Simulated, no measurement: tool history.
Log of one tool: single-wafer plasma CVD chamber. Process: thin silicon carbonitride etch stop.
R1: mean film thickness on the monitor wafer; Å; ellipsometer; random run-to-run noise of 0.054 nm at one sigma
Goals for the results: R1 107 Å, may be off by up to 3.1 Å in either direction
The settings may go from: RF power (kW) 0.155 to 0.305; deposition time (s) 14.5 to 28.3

run 1 hour=0 | RF_power_(kW)=0.23 deposition_time_(s)=21.4 | R1=131.97
run 2 hour=1.4 | RF_power_(kW)=0.23 deposition_time_(s)=19 | R1=115.56
run 3 hour=7.1 | RF_power_(kW)=0.225 deposition_time_(s)=18.8 | R1=113.8
run 4 hour=8.5 | RF_power_(kW)=0.245 deposition_time_(s)=18.8 | R1=117.09
run 5 hour=11.4 | RF_power_(kW)=0.265 deposition_time_(s)=18.8 | R1=120.11
run 6 hour=14.5 | RF_power_(kW)=0.285 deposition_time_(s)=18.8 | R1=122.75
run 7 hour=20.4 | RF_power_(kW)=0.275 deposition_time_(s)=18.3 | R1=119.01
run 8 hour=25.5 | RF_power_(kW)=0.27 deposition_time_(s)=18 | R1=116.59
run 9 hour=34.2 | RF_power_(kW)=0.265 deposition_time_(s)=17.7 | R1=113.21
run 10 hour=41.5 | RF_power_(kW)=0.26 deposition_time_(s)=17.5 | R1=112.94

Which one of the following 4 next-run settings gets every result inside its allowed miss? There is exactly one.
run A hour=48.8 | RF_power_(kW)=0.27 deposition_time_(s)=17.6 | R1=?
run B hour=48.8 | RF_power_(kW)=0.27 deposition_time_(s)=15.4 | R1=?
run C hour=48.8 | RF_power_(kW)=0.275 deposition_time_(s)=16.4 | R1=?
run D hour=48.8 | RF_power_(kW)=0.255 deposition_time_(s)=16 | R1=?

move=A R1=113.58
move=B R1=99.386
move=C R1=106.49
move=D R1=101.3
A: the biggest miss grows against the last run
B: pushes the last run's worst result past its target
C: meets every target
D: pushes the last run's worst result past its target
Move C is the one to make.
